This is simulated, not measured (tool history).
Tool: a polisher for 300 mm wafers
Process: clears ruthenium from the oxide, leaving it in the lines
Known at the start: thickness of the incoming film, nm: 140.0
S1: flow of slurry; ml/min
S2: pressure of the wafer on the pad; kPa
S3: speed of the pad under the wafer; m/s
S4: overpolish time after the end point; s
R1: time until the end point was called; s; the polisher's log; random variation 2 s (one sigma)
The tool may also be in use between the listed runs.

Run 1, hour 0: S1 215 ml/min, S2 18.6 kPa, S3 1.16 m/s, S4 23 s. Result: R1 72.365 s.
Run 2, hour 3.8: S1 250 ml/min, S2 18.6 kPa, S3 1.16 m/s, S4 23 s. Result: R1 70.281 s.
Run 3, hour 7.1: S1 250 ml/min, S2 17.2 kPa, S3 1.14 m/s, S4 23 s. Result: R1 74.98 s.
Run 4, hour 12.9: S1 245 ml/min, S2 15.9 kPa, S3 1.1 m/s, S4 23 s. Result: R1 81.354 s.
Run 5, hour 14.4: S1 245 ml/min, S2 15.9 kPa, S3 0.86 m/s, S4 23 s. Result: R1 100.59 s.
Run 6, hour 19.9: S1 275 ml/min, S2 15.9 kPa, S3 0.86 m/s, S4 23 s. Result: R1 104.02 s.

Forecast run 7:
Run 7, hour 20.9: S1 275 ml/min, S2 15.2 kPa, S3 0.86 m/s, S4 23 s. Result: R1 ?.

Run 7 gave R1 104.95 s.
